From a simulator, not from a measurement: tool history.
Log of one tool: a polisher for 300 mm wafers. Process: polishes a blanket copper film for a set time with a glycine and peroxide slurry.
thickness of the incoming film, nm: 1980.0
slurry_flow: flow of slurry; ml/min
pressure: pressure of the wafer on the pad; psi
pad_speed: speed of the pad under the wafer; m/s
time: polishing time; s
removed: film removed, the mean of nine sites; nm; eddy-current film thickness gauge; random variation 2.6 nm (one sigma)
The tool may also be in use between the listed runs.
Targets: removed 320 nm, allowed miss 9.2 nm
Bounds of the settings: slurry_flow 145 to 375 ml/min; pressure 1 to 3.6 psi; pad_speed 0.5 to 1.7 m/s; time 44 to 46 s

run,hour,slurry_flow,pressure,pad_speed,time,removed
1,0,240,2.3,1.1,44,243.76
2,2.6,290,2.3,1.1,44,248.96
3,7.8,290,2.3,1,44,232.57
4,15.7,235,2.3,1,44,229.93
5,21.5,235,2.5,1,44,241.53
6,23.1,235,2.7,1,44,254.74
7,25.6,250,3.3,1.02,44,301.63
# hour 30.7: worn pad replaced by a new one
8,30.7,250,3.5,1.02,44,341.59
9,32.3,250,3.5,1.02,44,335.39
10,39.3,240,3.4,1.02,44,332.18

5 next moves are on the table. One of them brings every result within its allowed miss. Which?
A,46.3,235,3.3,0.98,45,?
B,46.3,280,3.6,1.02,44,?
C,46.3,200,3.6,1.1,45,?
D,46.3,235,3.2,1.06,46,?
E,46.3,280,3.6,0.98,45,?

move,removed
A,322.06
B,351.8
C,363.03
D,338.91
E,350.39
A: meets every target
B: further off than the last run
C: further off than the last run
D: further off than the last run
E: further off than the last run
The right move is A.

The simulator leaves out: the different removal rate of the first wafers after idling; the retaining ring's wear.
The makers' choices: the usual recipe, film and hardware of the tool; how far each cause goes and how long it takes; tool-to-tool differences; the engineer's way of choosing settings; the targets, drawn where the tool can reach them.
